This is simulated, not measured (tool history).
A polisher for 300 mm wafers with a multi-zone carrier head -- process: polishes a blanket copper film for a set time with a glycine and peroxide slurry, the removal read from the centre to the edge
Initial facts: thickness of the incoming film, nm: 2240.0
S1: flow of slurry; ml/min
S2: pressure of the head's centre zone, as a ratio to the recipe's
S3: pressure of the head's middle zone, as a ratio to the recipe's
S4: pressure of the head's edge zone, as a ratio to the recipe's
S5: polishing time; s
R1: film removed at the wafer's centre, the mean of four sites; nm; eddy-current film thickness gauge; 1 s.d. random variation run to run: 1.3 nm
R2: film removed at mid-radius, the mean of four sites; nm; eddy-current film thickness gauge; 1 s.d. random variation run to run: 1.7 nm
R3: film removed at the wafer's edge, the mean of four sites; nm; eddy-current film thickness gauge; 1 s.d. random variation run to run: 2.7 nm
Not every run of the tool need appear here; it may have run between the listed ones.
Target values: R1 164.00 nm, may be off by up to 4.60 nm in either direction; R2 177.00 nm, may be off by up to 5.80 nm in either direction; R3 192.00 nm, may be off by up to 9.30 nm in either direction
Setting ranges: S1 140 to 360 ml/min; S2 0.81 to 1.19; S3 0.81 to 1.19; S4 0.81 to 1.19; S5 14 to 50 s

run	hour	S1	S2	S3	S4	S5	R1	R2	R3
1	0.0	230	1.00	1.00	1.00	32	114.17	126.49	128.73
2	1.2	230	1.00	1.00	1.00	29	102.84	113.45	115.13
3	4.9	230	1.00	1.00	0.96	29	105.01	113.75	114.98
4	9.7	230	1.00	1.08	0.96	29	104.46	121.81	113.02
5	10.5	230	1.00	1.08	0.96	32	114.74	132.85	124.63
6	13.1	235	1.02	1.05	1.02	36	133.93	146.79	144.16
7	17.2	235	1.02	1.05	1.02	36	133.52	145.32	146.07
8	18.5	255	1.03	1.06	1.12	43	161.43	178.64	181.87

Exactly one of the 4 candidate moves below puts every result within its allowed miss. Which one?
A	19.8	265	1.03	1.00	1.17	44	?	?	?
B	19.8	210	0.95	0.92	1.19	49	?	?	?
C	19.8	235	0.90	0.99	1.19	48	?	?	?
D	19.8	255	0.83	0.97	1.17	50	?	?	?

move	R1	R2	R3
A	166.91	175.30	191.97
B	165.26	176.48	210.90
C	156.10	186.89	208.91
D	151.48	193.45	217.47
A: in spec on every target
B: takes the biggest miss from the last run beyond its target
C: takes the biggest miss from the last run beyond its target
D: takes the biggest miss from the last run beyond its target
The right move is A.
